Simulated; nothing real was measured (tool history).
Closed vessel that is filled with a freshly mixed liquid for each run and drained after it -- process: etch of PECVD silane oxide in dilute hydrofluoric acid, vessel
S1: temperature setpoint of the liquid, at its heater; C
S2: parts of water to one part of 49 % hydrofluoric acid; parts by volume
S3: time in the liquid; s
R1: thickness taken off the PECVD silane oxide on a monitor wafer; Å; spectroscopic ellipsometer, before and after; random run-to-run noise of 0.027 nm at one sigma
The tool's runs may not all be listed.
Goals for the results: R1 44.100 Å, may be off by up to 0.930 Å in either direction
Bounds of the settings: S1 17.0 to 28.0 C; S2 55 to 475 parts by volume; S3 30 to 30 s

run	day	S1	S2	S3	R1
1	0.000	20.0	265	30	29.818
2	0.221	22.5	260	30	33.359
3	0.438	22.5	170	30	56.540
4	0.625	22.5	250	30	35.252
5	0.671	24.0	245	30	37.928
# day 0.783: hydrofluoric acid flow meter replaced
6	0.783	24.0	245	30	40.913
7	0.867	24.5	245	30	41.873
8	0.925	24.5	245	30	42.027
9	1.104	25.0	245	30	42.231

Exactly one of the 5 candidate moves below puts every result within its allowed miss. Which one?
A	1.283	25.0	230	30	?
B	1.283	23.0	235	30	?
C	1.283	22.0	210	30	?
D	1.283	28.0	260	30	?
E	1.283	26.5	255	30	?

move	R1
A	45.933
B	41.600
C	46.011
D	43.672
E	42.528
A: moves the result that the last run missed by most past its target, out the other side
B: moves away from the targets compared with the last run
C: moves the result that the last run missed by most past its target, out the other side
D: every result lands within tolerance
E: better than the last run, though not everything is in spec
So the answer is move D, the one that meets all the targets.
